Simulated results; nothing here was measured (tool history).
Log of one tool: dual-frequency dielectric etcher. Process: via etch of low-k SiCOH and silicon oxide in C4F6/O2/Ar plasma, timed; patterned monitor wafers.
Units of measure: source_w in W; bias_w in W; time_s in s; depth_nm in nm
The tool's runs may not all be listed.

run 1 hour=0 | source_w=410 bias_w=189 time_s=91 | depth_nm=254.27
run 2 hour=3.4 | source_w=430 bias_w=192 time_s=91 | depth_nm=259.35
run 3 hour=6.9 | source_w=430 bias_w=192 time_s=91 | depth_nm=260.4
run 4 hour=10.8 | source_w=440 bias_w=194 time_s=91 | depth_nm=262.95
run 5 hour=16.5 | source_w=450 bias_w=196 time_s=91 | depth_nm=267.01
run 6 hour=24.9 | source_w=460 bias_w=197 time_s=91 | depth_nm=268.62

Run 7 comes next. What will it give?
run 7 hour=27.7 | source_w=470 bias_w=198 time_s=91 | depth_nm=?

{"run 7": {"depth_nm": 269.09}}

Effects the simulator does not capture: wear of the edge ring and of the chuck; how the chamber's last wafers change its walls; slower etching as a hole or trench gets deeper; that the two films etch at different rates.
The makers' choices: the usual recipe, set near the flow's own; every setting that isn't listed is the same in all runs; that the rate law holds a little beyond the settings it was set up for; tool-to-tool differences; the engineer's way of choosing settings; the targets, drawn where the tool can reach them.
